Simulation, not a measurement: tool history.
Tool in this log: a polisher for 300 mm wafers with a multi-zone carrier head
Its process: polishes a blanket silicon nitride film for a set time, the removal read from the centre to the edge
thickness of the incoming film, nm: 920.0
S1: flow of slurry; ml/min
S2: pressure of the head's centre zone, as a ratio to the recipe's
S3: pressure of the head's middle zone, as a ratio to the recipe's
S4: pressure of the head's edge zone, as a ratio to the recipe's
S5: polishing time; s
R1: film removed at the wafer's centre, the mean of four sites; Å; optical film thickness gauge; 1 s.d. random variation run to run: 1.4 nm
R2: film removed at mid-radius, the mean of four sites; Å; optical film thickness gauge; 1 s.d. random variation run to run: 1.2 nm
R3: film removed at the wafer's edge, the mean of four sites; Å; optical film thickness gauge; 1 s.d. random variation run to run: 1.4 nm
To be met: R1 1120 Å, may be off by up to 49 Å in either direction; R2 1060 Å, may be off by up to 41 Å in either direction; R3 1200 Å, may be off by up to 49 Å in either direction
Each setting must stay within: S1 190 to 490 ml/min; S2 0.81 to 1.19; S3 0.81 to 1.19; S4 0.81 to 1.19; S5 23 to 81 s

| run | hour | S1 | S2 | S3 | S4 | S5 | R1 | R2 | R3 |
|---|---|---|---|---|---|---|---|---|---|
| 1 | 0 | 315 | 1 | 1 | 1 | 52 | 791.74 | 771.17 | 811.07 |
| 2 | 8.5 | 315 | 1.03 | 1 | 1 | 52 | 823.56 | 774.43 | 800.3 |
| 3 | 11 | 315 | 1.02 | 0.99 | 1.03 | 57 | 900.96 | 858.32 | 899.14 |
| 4 | 15.6 | 315 | 1.01 | 0.97 | 1.06 | 60 | 933.85 | 862 | 988.4 |
| 5 | 18.1 | 320 | 1.02 | 0.99 | 1.09 | 62 | 971.98 | 928.61 | 1003 |
| 6 | 19 | 320 | 1.02 | 0.99 | 1.09 | 67 | 1042.7 | 1001.7 | 1103.4 |
| 7 | 25.9 | 320 | 1.02 | 0.99 | 1.1 | 68 | 1096.4 | 1009.1 | 1131.9 |
| 8 | 28.7 | 320 | 1.01 | 0.99 | 1.11 | 69 | 1067 | 1056.4 | 1140.7 |

Consider the 4 candidate settings below. Which is the only one whose results all fall within their allowed miss of target?
| A | 31.5 | 375 | 1.1 | 1.01 | 1.11 | 70 | ? | ? | ? |
| B | 31.5 | 350 | 0.99 | 1.17 | 1.07 | 64 | ? | ? | ? |
| C | 31.5 | 320 | 0.96 | 0.9 | 1.03 | 76 | ? | ? | ? |
| D | 31.5 | 350 | 1.04 | 1.13 | 1.15 | 66 | ? | ? | ? |

| move | R1 | R2 | R3 |
|---|---|---|---|
| A | 1184.5 | 1070.2 | 1152.1 |
| B | 971.06 | 1106.1 | 1028.6 |
| C | 1109.8 | 1046.8 | 1198 |
| D | 1052.1 | 1106.6 | 1101.6 |
A: the worst result of the last run now meets its target, but another is out of spec
B: its largest miss is bigger than the last run's
C: hits every target within its allowed miss
D: its largest miss is bigger than the last run's
Go with C: it meets all targets.

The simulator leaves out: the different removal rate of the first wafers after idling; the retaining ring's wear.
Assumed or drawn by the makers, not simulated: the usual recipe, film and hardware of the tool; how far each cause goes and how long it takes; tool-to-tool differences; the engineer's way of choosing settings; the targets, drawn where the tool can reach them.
